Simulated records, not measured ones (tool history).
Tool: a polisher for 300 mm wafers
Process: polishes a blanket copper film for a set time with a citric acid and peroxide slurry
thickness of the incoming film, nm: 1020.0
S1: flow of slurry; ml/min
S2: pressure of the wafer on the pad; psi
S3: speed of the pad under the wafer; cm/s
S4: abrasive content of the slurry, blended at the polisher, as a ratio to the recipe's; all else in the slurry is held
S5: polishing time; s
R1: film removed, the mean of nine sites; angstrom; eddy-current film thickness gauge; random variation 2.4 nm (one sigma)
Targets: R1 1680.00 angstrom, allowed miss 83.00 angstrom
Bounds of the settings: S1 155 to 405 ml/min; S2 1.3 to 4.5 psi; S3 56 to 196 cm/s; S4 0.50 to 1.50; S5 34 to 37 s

run	hour	S1	S2	S3	S4	S5	R1
1	0.0	260	2.9	126	1.00	37	1030.30
2	5.5	260	3.2	128	1.00	37	1136.70
3	7.1	290	3.2	128	1.00	37	1186.20
4	11.3	295	3.4	128	1.00	37	1222.20
5	16.4	295	3.4	128	0.85	37	1152.70
6	21.1	295	3.4	96	0.85	37	909.58
7	27.0	295	3.6	104	0.85	37	1078.00
8	35.3	295	3.8	106	0.85	37	1125.70
9	39.8	295	3.9	110	0.85	37	1186.90
10	47.1	295	4.0	114	0.85	37	1267.60
11	48.9	300	4.5	130	0.85	37	1579.60
12	54.5	300	4.5	132	0.85	37	1596.10

Which of these 4 next moves meets every target?
A	60.1	250	4.3	136	1.00	34	?
B	60.1	310	4.5	136	0.85	34	?
C	60.1	315	4.0	168	0.80	35	?
D	60.1	320	4.1	190	1.05	34	?

move	R1
A	1442.40
B	1486.00
C	1624.50
D	1926.20
A: further off than the last run
B: further off than the last run
C: meets every target
D: takes the result that was furthest off past its target
Move C is the one to make.

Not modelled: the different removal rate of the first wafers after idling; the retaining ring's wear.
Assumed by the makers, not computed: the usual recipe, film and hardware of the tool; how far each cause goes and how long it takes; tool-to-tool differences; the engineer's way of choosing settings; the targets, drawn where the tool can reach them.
